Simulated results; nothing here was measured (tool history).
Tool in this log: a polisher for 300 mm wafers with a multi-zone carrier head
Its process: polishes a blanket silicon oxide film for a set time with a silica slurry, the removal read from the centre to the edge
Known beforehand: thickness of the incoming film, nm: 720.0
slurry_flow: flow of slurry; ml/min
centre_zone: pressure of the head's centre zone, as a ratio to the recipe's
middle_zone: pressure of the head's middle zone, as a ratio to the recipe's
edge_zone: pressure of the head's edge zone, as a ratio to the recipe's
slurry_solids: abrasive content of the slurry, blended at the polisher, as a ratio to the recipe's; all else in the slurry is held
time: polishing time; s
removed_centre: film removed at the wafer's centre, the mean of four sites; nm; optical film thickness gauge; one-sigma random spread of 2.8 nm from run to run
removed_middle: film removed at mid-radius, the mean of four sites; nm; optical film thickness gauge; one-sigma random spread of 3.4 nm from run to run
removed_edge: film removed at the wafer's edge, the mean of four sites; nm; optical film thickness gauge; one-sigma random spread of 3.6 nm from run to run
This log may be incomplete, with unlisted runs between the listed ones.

{"run": 1, "day": 0.0, "slurry_flow": 275, "centre_zone": 1, "middle_zone": 1, "edge_zone": 1, "slurry_solids": 1, "time": 77, "removed_centre": 270.55, "removed_middle": 274.55, "removed_edge": 276.66}
{"run": 2, "day": 0.146, "slurry_flow": 275, "centre_zone": 1, "middle_zone": 1.06, "edge_zone": 1, "slurry_solids": 1, "time": 77, "removed_centre": 270.26, "removed_middle": 294.55, "removed_edge": 270.08}
{"run": 3, "day": 0.471, "slurry_flow": 280, "centre_zone": 1.02, "middle_zone": 1.04, "edge_zone": 1.04, "slurry_solids": 1.1, "time": 77, "removed_centre": 281.75, "removed_middle": 301.44, "removed_edge": 287.3}
{"run": 4, "day": 0.596, "slurry_flow": 280, "centre_zone": 1.02, "middle_zone": 1.04, "edge_zone": 1.04, "slurry_solids": 1.25, "time": 77, "removed_centre": 300.93, "removed_middle": 321.32, "removed_edge": 305.41}
{"run": 5, "day": 0.888, "slurry_flow": 280, "centre_zone": 1.02, "middle_zone": 1.04, "edge_zone": 1.01, "slurry_solids": 1.25, "time": 77, "removed_centre": 304.49, "removed_middle": 323.34, "removed_edge": 303.4}
{"run": 6, "day": 1.017, "slurry_flow": 285, "centre_zone": 1.04, "middle_zone": 1.01, "edge_zone": 1.04, "slurry_solids": 1.3, "time": 77, "removed_centre": 315.88, "removed_middle": 318.06, "removed_edge": 315.36}

Estimate the outcome of run 7 from the log above:
{"run": 7, "day": 1.292, "slurry_flow": 290, "centre_zone": 1.05, "middle_zone": 1, "edge_zone": 1.07, "slurry_solids": 1.35, "time": 77, "removed_centre": "?", "removed_middle": "?", "removed_edge": "?"}

removed_centre: 322.87 nm
removed_middle: 324.89 nm
removed_edge: 324.34 nm
